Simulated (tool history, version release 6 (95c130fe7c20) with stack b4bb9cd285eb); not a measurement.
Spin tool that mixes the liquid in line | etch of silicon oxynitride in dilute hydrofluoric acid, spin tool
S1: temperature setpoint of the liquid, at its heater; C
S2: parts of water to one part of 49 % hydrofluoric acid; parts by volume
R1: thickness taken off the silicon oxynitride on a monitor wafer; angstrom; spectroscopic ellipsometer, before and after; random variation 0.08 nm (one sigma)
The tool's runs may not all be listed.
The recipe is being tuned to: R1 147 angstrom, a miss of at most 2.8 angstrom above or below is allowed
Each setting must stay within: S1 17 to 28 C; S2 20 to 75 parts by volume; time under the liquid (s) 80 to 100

{"run": 1, "hour": 0.0, "S1": 20, "S2": 45, "time under the liquid (s)": 100, "R1": 62.869}
{"run": 2, "hour": 3.5, "S1": 20, "S2": 30, "time under the liquid (s)": 100, "R1": 96.156}
{"run": 3, "hour": 9.2, "S1": 22.5, "S2": 30, "time under the liquid (s)": 100, "R1": 107.81}
{"run": 4, "hour": 13.0, "S1": 22.5, "S2": 30, "time under the liquid (s)": 80, "R1": 87.095}
{"run": 5, "hour": 20.6, "S1": 25, "S2": 30, "time under the liquid (s)": 80, "R1": 97.984}
{"run": 6, "hour": 26.2, "S1": 23.5, "S2": 30, "time under the liquid (s)": 80, "R1": 91.441}
{"run": 7, "hour": 30.1, "S1": 25, "S2": 25, "time under the liquid (s)": 85, "R1": 124.48}
{"run": 8, "hour": 35.7, "S1": 26, "S2": 25, "time under the liquid (s)": 85, "R1": 130.98}

Of the 5 settings listed for the next run, only one would bring every result within its allowed miss of target. Which one?
{"run": "A", "hour": 41.3, "S1": 25, "S2": 25, "time under the liquid (s)": 95, "R1": "?"}
{"run": "B", "hour": 41.3, "S1": 27, "S2": 25, "time under the liquid (s)": 90, "R1": "?"}
{"run": "C", "hour": 41.3, "S1": 25.5, "S2": 25, "time under the liquid (s)": 100, "R1": "?"}
{"run": "D", "hour": 41.3, "S1": 21.5, "S2": 20, "time under the liquid (s)": 90, "R1": "?"}
{"run": "E", "hour": 41.3, "S1": 26, "S2": 20, "time under the liquid (s)": 80, "R1": "?"}

move=A R1=139.47
move=B R1=145.72
move=C R1=150.47
move=D R1=138.88
move=E R1=154.57
A: nearer than the last run, and not there yet
B: every result lands within tolerance
C: carries the result that was furthest off beyond its target, to the other side
D: nearer than the last run, and not there yet
E: carries the result that was furthest off beyond its target, to the other side
B is the move that brings every result within its allowed miss.
